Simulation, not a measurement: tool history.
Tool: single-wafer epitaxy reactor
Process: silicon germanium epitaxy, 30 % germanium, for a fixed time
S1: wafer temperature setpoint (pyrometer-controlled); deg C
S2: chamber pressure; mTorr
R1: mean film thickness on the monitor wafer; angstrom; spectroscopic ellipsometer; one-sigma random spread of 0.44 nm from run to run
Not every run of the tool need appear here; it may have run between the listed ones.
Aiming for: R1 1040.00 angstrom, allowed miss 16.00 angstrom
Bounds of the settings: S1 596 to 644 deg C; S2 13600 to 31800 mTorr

Run 1, hour 0.0: S1 620 deg C, S2 22700 mTorr. Result: R1 872.10 angstrom.
Run 2, hour 7.7: S1 620 deg C, S2 19600 mTorr. Result: R1 812.07 angstrom.
Run 3, hour 9.1: S1 620 deg C, S2 23300 mTorr. Result: R1 885.01 angstrom.
Run 4, hour 16.3: S1 620 deg C, S2 20600 mTorr. Result: R1 836.81 angstrom.
Run 5, hour 19.9: S1 623 deg C, S2 20600 mTorr. Result: R1 876.59 angstrom.
Run 6, hour 28.3: S1 626 deg C, S2 20600 mTorr. Result: R1 931.43 angstrom.
Run 7, hour 34.2: S1 628 deg C, S2 20600 mTorr. Result: R1 958.99 angstrom.
Run 8, hour 42.6: S1 629 deg C, S2 20600 mTorr. Result: R1 985.26 angstrom.
Run 9, hour 43.8: S1 630 deg C, S2 20600 mTorr. Result: R1 998.28 angstrom.
Run 10, hour 52.6: S1 631 deg C, S2 20600 mTorr. Result: R1 1019.40 angstrom.

Next run, 5 choices. One meets every target within its allowed miss, the rest don't. Which?
Run A, hour 61.4: S1 632 deg C, S2 20600 mTorr. Result: R1 ?.
Run B, hour 61.4: S1 629 deg C, S2 20900 mTorr. Result: R1 ?.
Run C, hour 61.4: S1 630 deg C, S2 21000 mTorr. Result: R1 ?.
Run D, hour 61.4: S1 635 deg C, S2 20300 mTorr. Result: R1 ?.
Run E, hour 61.4: S1 630 deg C, S2 20500 mTorr. Result: R1 ?.

move       R1
   A  1033.80
   B   987.12
   C  1007.10
   D  1082.10
   E   995.56
A: every result lands within tolerance
B: misses by more than the last run did
C: misses by more than the last run did
D: moves the result that the last run missed by most past its target, out the other side
E: misses by more than the last run did
The right move is A.

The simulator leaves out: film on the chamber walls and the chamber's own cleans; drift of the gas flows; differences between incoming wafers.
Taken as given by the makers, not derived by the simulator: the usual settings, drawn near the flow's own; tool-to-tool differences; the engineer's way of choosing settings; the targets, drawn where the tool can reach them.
